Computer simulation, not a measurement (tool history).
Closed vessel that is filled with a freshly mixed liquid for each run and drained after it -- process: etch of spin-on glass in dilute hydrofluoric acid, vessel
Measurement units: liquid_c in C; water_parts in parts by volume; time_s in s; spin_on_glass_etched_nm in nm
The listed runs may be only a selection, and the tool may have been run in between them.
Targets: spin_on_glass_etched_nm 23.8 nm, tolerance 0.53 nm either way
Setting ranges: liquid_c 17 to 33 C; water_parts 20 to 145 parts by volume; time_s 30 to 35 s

run	hour	liquid_c	water_parts	time_s	spin_on_glass_etched_nm
1	0	25	80	35	11.072
2	8.6	25	80	35	11.077
3	11.7	26.5	75	35	12.617
4	16.8	26.5	50	35	19.507
5	20.7	26.5	50	35	19.643
6	29	29.5	50	35	21.956
7	36.7	30	50	35	22.456
8	45.3	30.5	50	35	23.112
9	46.3	30.5	50	35	22.918

Pick the move, out of 5, that brings all results within their allowed miss; only one does.
A	47.3	27	45	35	?
B	47.3	31.5	50	35	?
C	47.3	29.5	45	35	?
D	47.3	33	55	35	?
E	47.3	32.5	55	35	?

move	spin_on_glass_etched_nm
A	22.296
B	23.796
C	24.639
D	22.733
E	22.303
A: the biggest miss grows against the last run
B: meets every target
C: the result that was furthest off in the last run now lies on the other side of its target
D: the biggest miss grows against the last run
E: the biggest miss grows against the last run
So the answer is move B, the one that meets all the targets.

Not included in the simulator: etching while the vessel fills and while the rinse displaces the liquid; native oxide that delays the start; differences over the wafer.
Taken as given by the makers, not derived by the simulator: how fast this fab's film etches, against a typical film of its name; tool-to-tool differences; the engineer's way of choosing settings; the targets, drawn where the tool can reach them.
